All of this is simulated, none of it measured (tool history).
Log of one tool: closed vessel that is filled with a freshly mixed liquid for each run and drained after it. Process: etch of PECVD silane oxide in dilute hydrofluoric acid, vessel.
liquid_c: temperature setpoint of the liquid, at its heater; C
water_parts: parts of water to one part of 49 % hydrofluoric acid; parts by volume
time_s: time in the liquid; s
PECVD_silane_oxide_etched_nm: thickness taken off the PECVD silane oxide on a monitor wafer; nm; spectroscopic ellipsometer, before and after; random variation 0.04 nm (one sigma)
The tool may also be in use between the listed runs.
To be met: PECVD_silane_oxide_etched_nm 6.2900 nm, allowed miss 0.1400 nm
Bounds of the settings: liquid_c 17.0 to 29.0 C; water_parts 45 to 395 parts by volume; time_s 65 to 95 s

Run 1, day 0.000: liquid_c 21.0 C, water_parts 220 parts by volume, time_s 95 s. Result: PECVD_silane_oxide_etched_nm 5.5292 nm.
Run 2, day 0.296: liquid_c 21.0 C, water_parts 245 parts by volume, time_s 95 s. Result: PECVD_silane_oxide_etched_nm 4.8878 nm.
Run 3, day 0.471: liquid_c 24.0 C, water_parts 245 parts by volume, time_s 95 s. Result: PECVD_silane_oxide_etched_nm 5.4502 nm.
Run 4, day 0.538: liquid_c 24.5 C, water_parts 245 parts by volume, time_s 95 s. Result: PECVD_silane_oxide_etched_nm 5.5108 nm.
Run 5, day 0.700: liquid_c 24.5 C, water_parts 245 parts by volume, time_s 65 s. Result: PECVD_silane_oxide_etched_nm 3.7431 nm.
Run 6, day 1.012: liquid_c 24.5 C, water_parts 230 parts by volume, time_s 65 s. Result: PECVD_silane_oxide_etched_nm 4.1010 nm.
Run 7, day 1.092: liquid_c 24.5 C, water_parts 210 parts by volume, time_s 65 s. Result: PECVD_silane_oxide_etched_nm 4.6229 nm.
At day 1.254: hydrofluoric acid flow meter replaced.
Run 8, day 1.254: liquid_c 24.5 C, water_parts 200 parts by volume, time_s 65 s. Result: PECVD_silane_oxide_etched_nm 4.5624 nm.
Run 9, day 1.529: liquid_c 24.5 C, water_parts 180 parts by volume, time_s 65 s. Result: PECVD_silane_oxide_etched_nm 5.2192 nm.
Run 10, day 1.750: liquid_c 24.5 C, water_parts 175 parts by volume, time_s 65 s. Result: PECVD_silane_oxide_etched_nm 5.3643 nm.
Run 11, day 2.096: liquid_c 24.5 C, water_parts 170 parts by volume, time_s 65 s. Result: PECVD_silane_oxide_etched_nm 5.5978 nm.
Run 12, day 2.146: liquid_c 24.5 C, water_parts 165 parts by volume, time_s 65 s. Result: PECVD_silane_oxide_etched_nm 5.8526 nm.

Which of these 4 next moves meets every target?
Run A, day 2.196: liquid_c 24.0 C, water_parts 220 parts by volume, time_s 90 s. Result: PECVD_silane_oxide_etched_nm ?.
Run B, day 2.196: liquid_c 29.0 C, water_parts 175 parts by volume, time_s 65 s. Result: PECVD_silane_oxide_etched_nm ?.
Run C, day 2.196: liquid_c 24.5 C, water_parts 160 parts by volume, time_s 65 s. Result: PECVD_silane_oxide_etched_nm ?.
Run D, day 2.196: liquid_c 20.5 C, water_parts 205 parts by volume, time_s 90 s. Result: PECVD_silane_oxide_etched_nm ?.

move  PECVD_silane_oxide_etched_nm
   A                        5.5080
   B                        6.3038
   C                        5.9506
   D                        5.2659
A: further off than the last run
B: meets every target
C: nearer than the last run, and not there yet
D: further off than the last run
Move B is the one to make.

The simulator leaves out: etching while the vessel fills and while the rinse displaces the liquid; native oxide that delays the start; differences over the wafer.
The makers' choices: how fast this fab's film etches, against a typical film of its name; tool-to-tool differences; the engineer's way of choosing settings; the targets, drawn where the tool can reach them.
